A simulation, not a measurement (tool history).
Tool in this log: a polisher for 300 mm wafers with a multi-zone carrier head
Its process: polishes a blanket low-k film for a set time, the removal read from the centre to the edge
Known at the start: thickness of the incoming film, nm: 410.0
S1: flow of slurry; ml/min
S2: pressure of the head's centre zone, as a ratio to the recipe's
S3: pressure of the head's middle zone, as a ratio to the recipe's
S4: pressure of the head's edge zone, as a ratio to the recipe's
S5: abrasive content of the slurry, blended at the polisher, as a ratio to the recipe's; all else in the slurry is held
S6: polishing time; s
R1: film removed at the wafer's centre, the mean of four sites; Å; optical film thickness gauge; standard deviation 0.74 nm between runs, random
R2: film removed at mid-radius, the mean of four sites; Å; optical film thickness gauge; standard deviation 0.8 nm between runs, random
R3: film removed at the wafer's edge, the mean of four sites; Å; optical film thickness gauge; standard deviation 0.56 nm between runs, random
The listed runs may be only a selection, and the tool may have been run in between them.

Run 1, hour 0: S1 250 ml/min, S2 1, S3 1, S4 1, S5 1, S6 86 s. Result: R1 352.38 Å, R2 337.05 Å, R3 336.37 Å.
Run 2, hour 6.2: S1 250 ml/min, S2 1, S3 1.02, S4 1.01, S5 1.05, S6 88 s. Result: R1 361.64 Å, R2 357.09 Å, R3 355.45 Å.
Run 3, hour 8.6: S1 210 ml/min, S2 1, S3 1.02, S4 1.01, S5 1.05, S6 88 s. Result: R1 353.01 Å, R2 355.82 Å, R3 349.83 Å.
Run 4, hour 9.7: S1 210 ml/min, S2 1, S3 1.02, S4 0.97, S5 1.05, S6 88 s. Result: R1 359.98 Å, R2 336.53 Å, R3 347.54 Å.
Run 5, hour 17: S1 215 ml/min, S2 1.01, S3 1.03, S4 0.99, S5 1.1, S6 90 s. Result: R1 368.01 Å, R2 364.61 Å, R3 365.56 Å.
Run 6, hour 23.8: S1 225 ml/min, S2 1.03, S3 1.04, S4 1, S5 1.15, S6 92 s. Result: R1 399.97 Å, R2 381.12 Å, R3 386.62 Å.
At hour 31: worn pad replaced by a new one.
Run 7, hour 31: S1 235 ml/min, S2 1.04, S3 1.06, S4 1.02, S5 1.2, S6 93 s. Result: R1 447.61 Å, R2 438.54 Å, R3 429.79 Å.
Run 8, hour 39.7: S1 305 ml/min, S2 1.05, S3 1.13, S4 1.12, S5 1.15, S6 93 s. Result: R1 467.05 Å, R2 475.08 Å, R3 457.48 Å.

Estimate the outcome of run 9 from the log above:
Run 9, hour 40.4: S1 310 ml/min, S2 1.05, S3 1.14, S4 1.12, S5 1.2, S6 93 s. Result: R1 ?, R2 ?, R3 ?.

{"run 9": {"R1": 464.72, "R2": 464.76, "R3": 457.43}}

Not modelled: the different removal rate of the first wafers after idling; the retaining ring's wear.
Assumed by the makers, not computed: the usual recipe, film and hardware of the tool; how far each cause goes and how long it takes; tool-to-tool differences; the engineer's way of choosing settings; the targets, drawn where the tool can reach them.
